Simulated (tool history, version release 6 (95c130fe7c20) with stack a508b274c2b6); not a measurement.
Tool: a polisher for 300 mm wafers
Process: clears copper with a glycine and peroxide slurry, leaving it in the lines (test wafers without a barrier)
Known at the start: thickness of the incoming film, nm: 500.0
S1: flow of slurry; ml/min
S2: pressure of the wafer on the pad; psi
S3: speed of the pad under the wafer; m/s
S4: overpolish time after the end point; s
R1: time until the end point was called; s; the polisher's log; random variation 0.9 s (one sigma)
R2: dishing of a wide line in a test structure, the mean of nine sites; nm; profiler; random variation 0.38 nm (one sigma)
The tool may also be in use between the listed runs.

run,hour,S1,S2,S3,S4,R1,R2
1,0.0,320,3.3,0.78,9,117.13,33.079
2,6.3,320,2.7,0.78,9,141.41,28.683
3,13.3,320,2.7,0.78,8,137.88,25.632
4,19.1,320,2.2,0.78,8,160.62,22.059
# hour 26.0: worn pad replaced by a new one
5,26.0,320,1.8,0.78,8,170.17,21.100
6,33.5,320,1.8,0.78,6,167.70,16.250
7,39.8,320,1.8,0.78,6,165.99,15.819

The next listed run, before its measurement:
8,41.3,320,2.4,0.84,5,?,?

{"run 8": {"R1": 130.89, "R2": 17.008}}

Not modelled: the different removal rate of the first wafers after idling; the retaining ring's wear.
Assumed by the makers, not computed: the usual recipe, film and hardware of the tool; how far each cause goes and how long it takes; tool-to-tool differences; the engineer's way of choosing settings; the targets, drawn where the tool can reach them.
